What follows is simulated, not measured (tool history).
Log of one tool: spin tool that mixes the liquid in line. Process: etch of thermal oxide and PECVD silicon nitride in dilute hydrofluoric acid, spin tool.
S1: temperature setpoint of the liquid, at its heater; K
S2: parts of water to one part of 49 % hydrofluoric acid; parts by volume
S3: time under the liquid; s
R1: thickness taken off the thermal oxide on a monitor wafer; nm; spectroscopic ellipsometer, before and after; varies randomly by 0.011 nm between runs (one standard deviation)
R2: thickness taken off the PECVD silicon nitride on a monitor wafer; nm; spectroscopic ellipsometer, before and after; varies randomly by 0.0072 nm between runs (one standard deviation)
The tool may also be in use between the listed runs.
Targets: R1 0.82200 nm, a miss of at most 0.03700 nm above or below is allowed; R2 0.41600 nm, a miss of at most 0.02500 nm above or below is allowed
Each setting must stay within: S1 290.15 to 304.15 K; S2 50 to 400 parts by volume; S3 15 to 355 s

{"run": 1, "hour": 0.0, "S1": 296.15, "S2": 225, "S3": 180, "R1": 2.7521, "R2": 1.4614}
{"run": 2, "hour": 4.7, "S1": 296.15, "S2": 285, "S3": 180, "R1": 2.0213, "R2": 1.1653}
{"run": 3, "hour": 9.8, "S1": 296.15, "S2": 285, "S3": 150, "R1": 1.6812, "R2": 0.97563}
{"run": 4, "hour": 11.3, "S1": 295.65, "S2": 290, "S3": 145, "R1": 1.5458, "R2": 0.90355}
{"run": 5, "hour": 17.5, "S1": 295.15, "S2": 295, "S3": 140, "R1": 1.4686, "R2": 0.8201}
{"hour": 21.4, "done": "hydrofluoric acid flow meter replaced"}
{"run": 6, "hour": 21.4, "S1": 293.65, "S2": 295, "S3": 140, "R1": 1.4744, "R2": 0.80221}
{"run": 7, "hour": 24.1, "S1": 293.65, "S2": 295, "S3": 140, "R1": 1.5183, "R2": 0.78006}
{"run": 8, "hour": 27.8, "S1": 290.15, "S2": 385, "S3": 130, "R1": 0.8552, "R2": 0.47816}
{"run": 9, "hour": 36.4, "S1": 290.15, "S2": 380, "S3": 125, "R1": 0.85387, "R2": 0.45983}

Which single option among these 4 for the next run brings every result within its allowed miss of target? Just one does.
{"run": "A", "hour": 45.0, "S1": 290.15, "S2": 220, "S3": 70, "R1": "?", "R2": "?"}
{"run": "B", "hour": 45.0, "S1": 290.65, "S2": 315, "S3": 95, "R1": "?", "R2": "?"}
{"run": "C", "hour": 45.0, "S1": 290.15, "S2": 255, "S3": 80, "R1": "?", "R2": "?"}
{"run": "D", "hour": 45.0, "S1": 290.15, "S2": 235, "S3": 75, "R1": "?", "R2": "?"}

move=A R1=0.94254 R2=0.42206
move=B R1=0.83893 R2=0.42042
move=C R1=0.90109 R2=0.41895
move=D R1=0.93286 R2=0.42459
A: brings the last run's worst result on target, with another outside its allowed miss
B: hits every target within its allowed miss
C: brings the last run's worst result on target, with another outside its allowed miss
D: brings the last run's worst result on target, with another outside its allowed miss
So the answer is move B, the one that meets all the targets.
